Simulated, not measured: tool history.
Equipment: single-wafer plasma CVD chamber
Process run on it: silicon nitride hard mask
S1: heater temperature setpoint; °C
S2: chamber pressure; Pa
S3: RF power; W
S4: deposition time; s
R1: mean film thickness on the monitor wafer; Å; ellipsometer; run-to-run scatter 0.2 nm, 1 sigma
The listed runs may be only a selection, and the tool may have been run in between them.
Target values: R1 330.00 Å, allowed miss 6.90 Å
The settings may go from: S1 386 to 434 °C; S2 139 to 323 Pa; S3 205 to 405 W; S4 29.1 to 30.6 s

Run 1, hour 0.0: S1 410 °C, S2 231 Pa, S3 305 W, S4 30.6 s. Result: R1 368.18 Å.
Run 2, hour 5.3: S1 410 °C, S2 231 Pa, S3 340 W, S4 30.6 s. Result: R1 389.21 Å.
Run 3, hour 9.0: S1 410 °C, S2 216 Pa, S3 330 W, S4 30.5 s. Result: R1 378.77 Å.
Run 4, hour 11.0: S1 410 °C, S2 208 Pa, S3 320 W, S4 30.4 s. Result: R1 370.87 Å.
Run 5, hour 19.3: S1 410 °C, S2 208 Pa, S3 320 W, S4 29.1 s. Result: R1 349.93 Å.
Run 6, hour 27.2: S1 410 °C, S2 200 Pa, S3 320 W, S4 29.1 s. Result: R1 344.76 Å.
Run 7, hour 28.9: S1 410 °C, S2 195 Pa, S3 320 W, S4 29.1 s. Result: R1 343.99 Å.
Run 8, hour 31.6: S1 410 °C, S2 189 Pa, S3 320 W, S4 29.1 s. Result: R1 340.78 Å.

Which of these 5 next moves meets every target?
Run A, hour 34.3: S1 409 °C, S2 203 Pa, S3 305 W, S4 29.6 s. Result: R1 ?.
Run B, hour 34.3: S1 412 °C, S2 165 Pa, S3 330 W, S4 30.6 s. Result: R1 ?.
Run C, hour 34.3: S1 407 °C, S2 175 Pa, S3 315 W, S4 29.1 s. Result: R1 ?.
Run D, hour 34.3: S1 407 °C, S2 181 Pa, S3 330 W, S4 30.0 s. Result: R1 ?.
Run E, hour 34.3: S1 418 °C, S2 227 Pa, S3 285 W, S4 30.1 s. Result: R1 ?.

move      R1
   A  343.19
   B  347.68
   C  328.39
   D  351.81
   E  345.65
A: further off than the last run
B: further off than the last run
C: every result within its allowed miss
D: further off than the last run
E: further off than the last run
C meets every target.
